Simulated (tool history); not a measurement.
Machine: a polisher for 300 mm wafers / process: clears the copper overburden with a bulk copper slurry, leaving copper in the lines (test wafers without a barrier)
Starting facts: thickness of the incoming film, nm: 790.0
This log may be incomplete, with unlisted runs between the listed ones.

| run | hour | flow of slurry (ml/min) | pressure of the wafer on the pad (kPa) | speed of the pad under the wafer (m/s) | abrasive content of the slurry | overpolish time after the end point (s) | time until the end point was called (s) | dishing of a wide line in a test structure (nm) |
|---|---|---|---|---|---|---|---|---|
| 1 | 0.0 | 140 | 15.2 | 1.24 | 1.0 | 22 | 80.470 | 83.742 |
| 2 | 3.1 | 140 | 15.9 | 1.24 | 1.0 | 22 | 79.387 | 85.314 |
| 3 | 9.6 | 115 | 15.9 | 1.24 | 1.0 | 22 | 83.404 | 85.438 |
| 4 | 11.4 | 105 | 15.9 | 1.24 | 1.0 | 22 | 87.029 | 81.929 |
| 5 | 19.6 | 120 | 16.5 | 1.24 | 1.0 | 22 | 75.867 | 87.408 |
| 6 | 20.1 | 120 | 16.5 | 1.04 | 1.0 | 22 | 89.779 | 81.408 |
| 7 | 25.7 | 140 | 20.7 | 1.08 | 1.0 | 20 | 68.884 | 93.840 |
| 8 | 26.4 | 145 | 21.4 | 1.08 | 1.0 | 20 | 65.136 | 95.603 |

The next listed run, before its measurement:
| 9 | 28.4 | 150 | 21.4 | 1.08 | 1.0 | 20 | ? | ? |

time until the end point was called (s): 65.379
dishing of a wide line in a test structure (nm): 95.518
